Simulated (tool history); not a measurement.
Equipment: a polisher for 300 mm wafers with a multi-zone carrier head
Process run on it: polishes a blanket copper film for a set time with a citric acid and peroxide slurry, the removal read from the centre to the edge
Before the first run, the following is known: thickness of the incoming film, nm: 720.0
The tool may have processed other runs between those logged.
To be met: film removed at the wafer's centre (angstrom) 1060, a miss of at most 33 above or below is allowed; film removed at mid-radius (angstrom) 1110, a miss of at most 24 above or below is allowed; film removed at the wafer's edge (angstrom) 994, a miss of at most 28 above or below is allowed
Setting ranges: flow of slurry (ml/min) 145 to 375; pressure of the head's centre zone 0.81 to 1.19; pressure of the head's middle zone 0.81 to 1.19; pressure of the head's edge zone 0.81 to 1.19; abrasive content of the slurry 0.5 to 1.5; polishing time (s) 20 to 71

| run | hour | flow of slurry (ml/min) | pressure of the head's centre zone | pressure of the head's middle zone | pressure of the head's edge zone | abrasive content of the slurry | polishing time (s) | film removed at the wafer's centre (angstrom) | film removed at mid-radius (angstrom) | film removed at the wafer's edge (angstrom) |
|---|---|---|---|---|---|---|---|---|---|---|
| 1 | 0 | 240 | 1 | 1 | 1 | 1 | 45 | 908.95 | 906 | 871.15 |
| 2 | 2 | 240 | 1.05 | 1 | 1 | 1 | 45 | 965.48 | 900.67 | 879.79 |
| 3 | 5.9 | 260 | 1.05 | 1.05 | 1.03 | 1.05 | 45 | 980.13 | 966.32 | 914.62 |
| 4 | 6.6 | 260 | 1.05 | 1.05 | 1 | 1.05 | 45 | 978.34 | 956.14 | 890.79 |
| 5 | 10.8 | 275 | 1.06 | 1.08 | 1.03 | 1.05 | 45 | 997.54 | 989.73 | 913.76 |
| 6 | 13.2 | 275 | 1.06 | 1.05 | 1.03 | 1.05 | 45 | 975.45 | 962.77 | 898.74 |
| 7 | 21.4 | 275 | 1.07 | 1.09 | 1.05 | 1.1 | 45 | 998.77 | 998.26 | 927.04 |
| 8 | 22.6 | 285 | 1.08 | 1.11 | 1.06 | 1.15 | 45 | 1026.5 | 1026.2 | 933.9 |
| 9 | 30.9 | 290 | 1.08 | 1.13 | 1.08 | 1.2 | 45 | 1015.2 | 1057.8 | 950.45 |
| 10 | 35.5 | 300 | 1.09 | 1.14 | 1.09 | 1.2 | 45 | 1052.8 | 1069.8 | 957.89 |
| 11 | 41.7 | 305 | 1.09 | 1.15 | 1.1 | 1.2 | 45 | 1058.1 | 1070.8 | 969.38 |
| 12 | 44.8 | 310 | 1.09 | 1.16 | 1.11 | 1.2 | 45 | 1050.6 | 1077.7 | 972.86 |

Of the 5 settings listed for the next run, only one would bring every result within its allowed miss of target. Which one?
| A | 47.9 | 375 | 1.13 | 1.13 | 1.16 | 1.05 | 44 | ? | ? | ? |
| B | 47.9 | 285 | 1.1 | 1.1 | 1.19 | 1.3 | 45 | ? | ? | ? |
| C | 47.9 | 355 | 1.09 | 1.11 | 1.18 | 1.05 | 46 | ? | ? | ? |
| D | 47.9 | 315 | 1.12 | 1.17 | 1.09 | 1.25 | 44 | ? | ? | ? |
| E | 47.9 | 350 | 1.04 | 1.11 | 1.03 | 1.5 | 45 | ? | ? | ? |

| move | film removed at the wafer's centre (angstrom) | film removed at mid-radius (angstrom) | film removed at the wafer's edge (angstrom) |
|---|---|---|---|
| A | 1081.7 | 1044.5 | 957.17 |
| B | 1090 | 1059.5 | 1010.7 |
| C | 1085.4 | 1071.1 | 1005.4 |
| D | 1088.7 | 1094.4 | 949.58 |
| E | 1078.2 | 1116.1 | 987.65 |
A: the biggest miss grows against the last run
B: the biggest miss grows against the last run
C: the biggest miss grows against the last run
D: puts the biggest miss on target and leaves a different result outside tolerance
E: all results in spec
Go with E: it meets all targets.

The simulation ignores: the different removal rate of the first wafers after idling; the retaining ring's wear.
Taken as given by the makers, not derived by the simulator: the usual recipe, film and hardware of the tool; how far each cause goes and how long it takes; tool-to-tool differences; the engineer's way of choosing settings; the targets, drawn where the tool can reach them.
